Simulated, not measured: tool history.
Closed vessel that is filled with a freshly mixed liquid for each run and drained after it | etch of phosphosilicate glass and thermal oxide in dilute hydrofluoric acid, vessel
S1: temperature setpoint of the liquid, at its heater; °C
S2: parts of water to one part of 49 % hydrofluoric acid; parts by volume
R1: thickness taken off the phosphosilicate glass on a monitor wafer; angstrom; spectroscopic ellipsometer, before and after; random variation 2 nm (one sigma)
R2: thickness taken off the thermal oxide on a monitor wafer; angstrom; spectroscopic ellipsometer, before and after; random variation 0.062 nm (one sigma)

Run 1, hour 0: S1 21 °C, S2 60 parts by volume, time in the liquid (s) 60. Result: R1 1989.8 angstrom, R2 45.292 angstrom.
Run 2, hour 0.9: S1 22 °C, S2 60 parts by volume, time in the liquid (s) 60. Result: R1 2075.5 angstrom, R2 47.563 angstrom.
Run 3, hour 3.5: S1 24 °C, S2 60 parts by volume, time in the liquid (s) 60. Result: R1 2256.3 angstrom, R2 51.102 angstrom.
Run 4, hour 8.9: S1 24.5 °C, S2 60 parts by volume, time in the liquid (s) 60. Result: R1 2310.3 angstrom, R2 52.232 angstrom.
Run 5, hour 12.4: S1 28 °C, S2 60 parts by volume, time in the liquid (s) 60. Result: R1 2643.5 angstrom, R2 60.774 angstrom.
Run 6, hour 18.5: S1 28 °C, S2 60 parts by volume, time in the liquid (s) 85. Result: R1 3772.5 angstrom, R2 85.076 angstrom.
Run 7, hour 24.2: S1 27.5 °C, S2 60 parts by volume, time in the liquid (s) 85. Result: R1 3640.8 angstrom, R2 82.818 angstrom.

Forecast run 8:
Run 8, hour 30.6: S1 27.5 °C, S2 60 parts by volume, time in the liquid (s) 85. Result: R1 ?, R2 ?.

Run 8 gave R1 3664.2 angstrom, R2 84.303 angstrom.
